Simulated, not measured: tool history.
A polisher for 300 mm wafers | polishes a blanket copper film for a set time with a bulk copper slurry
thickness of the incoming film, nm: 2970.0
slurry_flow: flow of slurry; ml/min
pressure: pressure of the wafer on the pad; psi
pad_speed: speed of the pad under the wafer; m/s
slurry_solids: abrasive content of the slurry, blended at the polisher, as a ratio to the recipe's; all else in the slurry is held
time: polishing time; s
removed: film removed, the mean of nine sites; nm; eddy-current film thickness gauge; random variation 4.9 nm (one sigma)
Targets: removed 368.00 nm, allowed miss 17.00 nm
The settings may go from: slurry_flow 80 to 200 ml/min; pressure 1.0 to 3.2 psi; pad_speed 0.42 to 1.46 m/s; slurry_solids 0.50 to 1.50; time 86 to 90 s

Run 1, day 0.000: slurry_flow 130 ml/min, pressure 2.1 psi, pad_speed 0.94 m/s, slurry_solids 1.00, time 86 s. Result: removed 630.87 nm.
Run 2, day 0.329: slurry_flow 130 ml/min, pressure 2.1 psi, pad_speed 0.94 m/s, slurry_solids 1.10, time 86 s. Result: removed 645.90 nm.
Run 3, day 0.600: slurry_flow 130 ml/min, pressure 2.5 psi, pad_speed 0.94 m/s, slurry_solids 1.10, time 86 s. Result: removed 790.17 nm.
Run 4, day 0.708: slurry_flow 130 ml/min, pressure 2.3 psi, pad_speed 0.94 m/s, slurry_solids 1.10, time 86 s. Result: removed 700.07 nm.
Run 5, day 1.075: slurry_flow 130 ml/min, pressure 2.2 psi, pad_speed 0.94 m/s, slurry_solids 1.10, time 86 s. Result: removed 698.16 nm.
Run 6, day 1.133: slurry_flow 130 ml/min, pressure 2.2 psi, pad_speed 0.94 m/s, slurry_solids 1.10, time 86 s. Result: removed 692.26 nm.
Run 7, day 1.483: slurry_flow 120 ml/min, pressure 1.6 psi, pad_speed 0.88 m/s, slurry_solids 1.10, time 86 s. Result: removed 478.03 nm.
Run 8, day 1.671: slurry_flow 115 ml/min, pressure 1.0 psi, pad_speed 0.86 m/s, slurry_solids 1.10, time 86 s. Result: removed 309.42 nm.

5 next moves are on the table. One of them brings every result within its allowed miss. Which?
Run A, day 1.858: slurry_flow 135 ml/min, pressure 1.2 psi, pad_speed 0.92 m/s, slurry_solids 1.05, time 90 s. Result: removed ?.
Run B, day 1.858: slurry_flow 95 ml/min, pressure 1.3 psi, pad_speed 0.96 m/s, slurry_solids 0.95, time 90 s. Result: removed ?.
Run C, day 1.858: slurry_flow 120 ml/min, pressure 1.3 psi, pad_speed 0.84 m/s, slurry_solids 1.05, time 90 s. Result: removed ?.
Run D, day 1.858: slurry_flow 105 ml/min, pressure 1.0 psi, pad_speed 0.76 m/s, slurry_solids 1.05, time 90 s. Result: removed ?.
Run E, day 1.858: slurry_flow 145 ml/min, pressure 1.1 psi, pad_speed 0.88 m/s, slurry_solids 1.00, time 90 s. Result: removed ?.

move  removed
   A   406.93
   B   407.35
   C   395.62
   D   281.13
   E   362.21
A: takes the result that was furthest off past its target
B: takes the result that was furthest off past its target
C: takes the result that was furthest off past its target
D: further off than the last run
E: meets every target
The right move is E.
